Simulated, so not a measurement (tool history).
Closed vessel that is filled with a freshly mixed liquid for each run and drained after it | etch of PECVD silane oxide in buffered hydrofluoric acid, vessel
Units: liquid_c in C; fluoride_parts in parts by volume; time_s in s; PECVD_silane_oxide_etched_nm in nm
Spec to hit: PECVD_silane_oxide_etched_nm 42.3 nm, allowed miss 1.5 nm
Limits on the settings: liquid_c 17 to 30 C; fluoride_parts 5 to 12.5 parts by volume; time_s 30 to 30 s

| run | day | liquid_c | fluoride_parts | time_s | PECVD_silane_oxide_etched_nm |
|---|---|---|---|---|---|
| 1 | 0 | 22 | 7.5 | 30 | 79.713 |
| 2 | 0.354 | 22 | 6.5 | 30 | 92.888 |
| 3 | 0.638 | 22 | 6.5 | 30 | 91.647 |
| 4 | 0.875 | 22 | 5 | 30 | 115.93 |
| 5 | 1.121 | 21 | 6 | 30 | 93.334 |
| 6 | 1.229 | 18 | 6 | 30 | 78.69 |
| 7 | 1.267 | 18 | 6.5 | 30 | 71.74 |
| 8 | 1.508 | 18 | 7 | 30 | 68.402 |
| 9 | 1.667 | 18 | 7.5 | 30 | 63.543 |
| 10 | 1.7 | 18 | 8 | 30 | 60.741 |
| 11 | 1.746 | 18 | 8.5 | 30 | 55.635 |
| 12 | 2.112 | 18 | 9 | 30 | 51.447 |
| 13 | 2.338 | 17.5 | 9.5 | 30 | 48.217 |
| 14 | 2.542 | 17 | 10 | 30 | 45.834 |
| 15 | 2.683 | 17 | 10.5 | 30 | 44.582 |

Exercise: of the 4 proposed moves below, exactly one satisfies all targets within the stated allowed misses. Which move is it?
| A | 2.825 | 17 | 11 | 30 | ? |
| B | 2.825 | 17 | 10 | 30 | ? |
| C | 2.825 | 17 | 9.5 | 30 | ? |
| D | 2.825 | 22.5 | 12.5 | 30 | ? |

| move | PECVD_silane_oxide_etched_nm |
|---|---|
| A | 42.5 |
| B | 46.638 |
| C | 48.173 |
| D | 51.068 |
A: all results in spec
B: the biggest miss grows against the last run
C: the biggest miss grows against the last run
D: the biggest miss grows against the last run
Answer: A
